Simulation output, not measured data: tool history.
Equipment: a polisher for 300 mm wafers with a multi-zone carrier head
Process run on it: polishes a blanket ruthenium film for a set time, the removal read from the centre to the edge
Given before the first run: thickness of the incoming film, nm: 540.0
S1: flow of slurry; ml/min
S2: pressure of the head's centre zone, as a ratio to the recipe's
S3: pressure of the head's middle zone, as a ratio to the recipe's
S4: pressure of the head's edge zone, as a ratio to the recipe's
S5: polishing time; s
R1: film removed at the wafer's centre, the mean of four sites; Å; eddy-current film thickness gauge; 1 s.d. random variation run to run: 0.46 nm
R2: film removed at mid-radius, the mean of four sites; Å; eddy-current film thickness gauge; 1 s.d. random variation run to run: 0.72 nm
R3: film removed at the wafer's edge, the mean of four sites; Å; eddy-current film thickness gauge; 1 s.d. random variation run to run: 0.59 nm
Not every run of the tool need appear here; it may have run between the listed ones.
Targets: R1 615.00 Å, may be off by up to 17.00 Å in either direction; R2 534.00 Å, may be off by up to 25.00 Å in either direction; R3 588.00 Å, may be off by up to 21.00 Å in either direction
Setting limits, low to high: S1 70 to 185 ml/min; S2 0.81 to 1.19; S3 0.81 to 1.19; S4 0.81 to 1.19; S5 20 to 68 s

run,hour,S1,S2,S3,S4,S5,R1,R2,R3
1,0.0,120,1.00,1.00,1.00,44,511.87,531.57,532.88
2,5.7,125,1.01,0.99,1.01,44,521.11,535.90,524.66
3,14.2,125,1.02,0.97,1.02,45,545.67,525.73,543.49
4,16.5,125,1.02,0.97,1.09,45,540.06,518.94,555.66
5,20.0,125,1.02,0.90,1.09,45,532.21,509.69,543.72
6,21.9,130,1.03,0.90,1.10,45,545.90,503.60,561.94
7,27.8,130,1.03,0.90,1.10,45,551.51,507.29,553.86
8,30.7,160,1.07,0.88,1.13,45,586.39,515.46,573.43

Which one of the following 4 next-run settings gets every result inside its allowed miss? There is exactly one.
A,33.6,185,1.02,0.89,0.95,45,?,?,?
B,33.6,185,1.06,0.86,1.06,46,?,?,?
C,33.6,185,1.02,0.98,1.19,47,?,?,?
D,33.6,160,1.00,0.82,1.19,45,?,?,?

move,R1,R2,R3
A,578.15,528.85,545.73
B,614.24,528.58,578.87
C,604.15,588.57,615.79
D,553.75,491.65,582.02
A: the biggest miss grows against the last run
B: every result within its allowed miss
C: meets the target for the result that was furthest off, but another lies outside its allowed miss
D: the biggest miss grows against the last run
Correct choice: B, which meets every target
